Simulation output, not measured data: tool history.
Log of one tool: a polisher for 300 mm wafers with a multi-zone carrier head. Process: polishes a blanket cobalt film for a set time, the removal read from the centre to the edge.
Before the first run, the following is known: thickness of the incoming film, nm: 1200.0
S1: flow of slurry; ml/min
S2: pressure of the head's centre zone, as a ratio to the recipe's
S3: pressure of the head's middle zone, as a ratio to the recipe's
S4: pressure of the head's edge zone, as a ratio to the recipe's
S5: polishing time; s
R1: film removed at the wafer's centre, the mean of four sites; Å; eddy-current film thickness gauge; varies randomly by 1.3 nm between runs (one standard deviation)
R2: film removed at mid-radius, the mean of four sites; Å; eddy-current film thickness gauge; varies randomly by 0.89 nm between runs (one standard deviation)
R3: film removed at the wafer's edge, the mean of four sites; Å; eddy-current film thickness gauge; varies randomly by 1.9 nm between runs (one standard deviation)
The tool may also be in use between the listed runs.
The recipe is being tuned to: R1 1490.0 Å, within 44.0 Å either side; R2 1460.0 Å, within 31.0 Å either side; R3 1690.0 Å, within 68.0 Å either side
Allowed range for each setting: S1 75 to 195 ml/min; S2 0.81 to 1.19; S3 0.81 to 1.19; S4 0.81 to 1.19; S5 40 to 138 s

Run 1, hour 0.0: S1 125 ml/min, S2 1.00, S3 1.00, S4 1.00, S5 88 s. Result: R1 3451.1 Å, R2 3392.6 Å, R3 3312.5 Å.
Run 2, hour 3.3: S1 125 ml/min, S2 1.00, S3 1.00, S4 1.04, S5 88 s. Result: R1 3428.5 Å, R2 3384.0 Å, R3 3443.6 Å.
Run 3, hour 4.1: S1 125 ml/min, S2 0.93, S3 1.00, S4 1.04, S5 88 s. Result: R1 3178.8 Å, R2 3374.0 Å, R3 3342.7 Å.
Run 4, hour 10.9: S1 125 ml/min, S2 0.96, S3 1.00, S4 1.04, S5 88 s. Result: R1 3254.9 Å, R2 3426.9 Å, R3 3458.8 Å.
Run 5, hour 19.8: S1 115 ml/min, S2 0.94, S3 0.96, S4 1.02, S5 79 s. Result: R1 2846.8 Å, R2 2862.0 Å, R3 3033.9 Å.
Run 6, hour 26.4: S1 115 ml/min, S2 0.94, S3 0.96, S4 1.02, S5 91 s. Result: R1 3256.4 Å, R2 3313.4 Å, R3 3444.4 Å.
Run 7, hour 29.5: S1 105 ml/min, S2 0.91, S3 0.94, S4 0.99, S5 81 s. Result: R1 2789.2 Å, R2 2854.6 Å, R3 2888.5 Å.
Run 8, hour 32.1: S1 75 ml/min, S2 0.81, S3 0.84, S4 1.09, S5 56 s. Result: R1 1501.4 Å, R2 1659.5 Å, R3 2030.4 Å.
Run 9, hour 34.7: S1 75 ml/min, S2 0.82, S3 0.84, S4 1.07, S5 53 s. Result: R1 1463.3 Å, R2 1564.8 Å, R3 1902.8 Å.
Run 10, hour 36.3: S1 75 ml/min, S2 0.82, S3 0.84, S4 1.05, S5 53 s. Result: R1 1439.2 Å, R2 1546.3 Å, R3 1883.0 Å.
At hour 44.6: edge zone pressure recalibrated.
Run 11, hour 44.6: S1 75 ml/min, S2 0.83, S3 0.84, S4 1.01, S5 53 s. Result: R1 1477.3 Å, R2 1558.2 Å, R3 1952.6 Å.
Run 12, hour 49.8: S1 80 ml/min, S2 0.85, S3 0.85, S4 1.04, S5 50 s. Result: R1 1465.4 Å, R2 1523.2 Å, R3 1856.5 Å.
Run 13, hour 55.9: S1 80 ml/min, S2 0.86, S3 0.86, S4 1.03, S5 48 s. Result: R1 1429.6 Å, R2 1457.6 Å, R3 1807.1 Å.
Run 14, hour 64.4: S1 85 ml/min, S2 0.87, S3 0.88, S4 1.01, S5 47 s. Result: R1 1423.8 Å, R2 1493.6 Å, R3 1761.9 Å.

Exercise: of the 5 proposed moves below, exactly one satisfies all targets within the stated allowed misses. Which move is it?
Run A, hour 72.9: S1 75 ml/min, S2 0.89, S3 0.87, S4 1.07, S5 49 s. Result: R1 ?, R2 ?, R3 ?.
Run B, hour 72.9: S1 85 ml/min, S2 0.89, S3 0.84, S4 1.03, S5 49 s. Result: R1 ?, R2 ?, R3 ?.
Run C, hour 72.9: S1 95 ml/min, S2 0.97, S3 0.85, S4 1.11, S5 44 s. Result: R1 ?, R2 ?, R3 ?.
Run D, hour 72.9: S1 75 ml/min, S2 0.91, S3 0.89, S4 0.90, S5 50 s. Result: R1 ?, R2 ?, R3 ?.
Run E, hour 72.9: S1 80 ml/min, S2 0.91, S3 0.86, S4 0.93, S5 48 s. Result: R1 ?, R2 ?, R3 ?.

move      R1      R2      R3
   A  1479.4  1478.4  1853.8
   B  1545.4  1491.6  1865.2
   C  1568.2  1393.8  1774.3
   D  1544.0  1537.4  1740.8
   E  1516.6  1463.4  1719.4
A: puts the biggest miss on target and leaves a different result outside tolerance
B: takes the result that was furthest off past its target
C: takes the result that was furthest off past its target
D: takes the result that was furthest off past its target
E: every result within its allowed miss
E is the move that brings every result within its allowed miss.

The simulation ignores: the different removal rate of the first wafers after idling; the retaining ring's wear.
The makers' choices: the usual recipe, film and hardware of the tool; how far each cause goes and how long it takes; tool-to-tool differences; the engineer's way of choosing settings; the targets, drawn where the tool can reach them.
